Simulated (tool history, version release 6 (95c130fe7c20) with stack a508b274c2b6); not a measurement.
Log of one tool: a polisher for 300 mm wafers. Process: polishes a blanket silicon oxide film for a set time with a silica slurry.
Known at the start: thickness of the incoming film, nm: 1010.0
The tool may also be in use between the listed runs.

| run | hour | flow of slurry (ml/min) | pressure of the wafer on the pad (psi) | speed of the pad under the wafer (m/s) | abrasive content of the slurry | polishing time (s) | film removed (Å) |
|---|---|---|---|---|---|---|---|
| 1 | 0.0 | 175 | 5.5 | 1.14 | 1.00 | 63 | 2277.3 |
| 2 | 6.7 | 175 | 5.5 | 1.14 | 1.15 | 63 | 2419.9 |
| 3 | 12.0 | 145 | 5.5 | 1.14 | 1.15 | 63 | 2379.3 |
| 4 | 18.7 | 145 | 5.0 | 1.10 | 1.15 | 63 | 2099.0 |
| 5 | 22.8 | 145 | 5.0 | 1.10 | 1.30 | 63 | 2205.6 |
| 6 | 26.3 | 145 | 5.0 | 1.10 | 1.10 | 63 | 2074.9 |
| 7 | 29.6 | 145 | 5.0 | 1.10 | 1.10 | 63 | 2072.7 |
| 8 | 31.1 | 145 | 4.6 | 1.08 | 1.10 | 63 | 1904.0 |
| 9 | 33.9 | 145 | 4.3 | 1.06 | 1.10 | 63 | 1725.8 |
| 10 | 38.3 | 145 | 4.0 | 1.06 | 1.10 | 63 | 1636.3 |
| 11 | 41.4 | 145 | 3.8 | 1.06 | 1.10 | 63 | 1558.1 |
| 12 | 46.4 | 145 | 3.6 | 1.06 | 1.10 | 63 | 1469.5 |

The next listed run, before its measurement:
| 13 | 54.6 | 145 | 3.5 | 1.06 | 1.10 | 63 | ? |

film removed (Å): 1439.4

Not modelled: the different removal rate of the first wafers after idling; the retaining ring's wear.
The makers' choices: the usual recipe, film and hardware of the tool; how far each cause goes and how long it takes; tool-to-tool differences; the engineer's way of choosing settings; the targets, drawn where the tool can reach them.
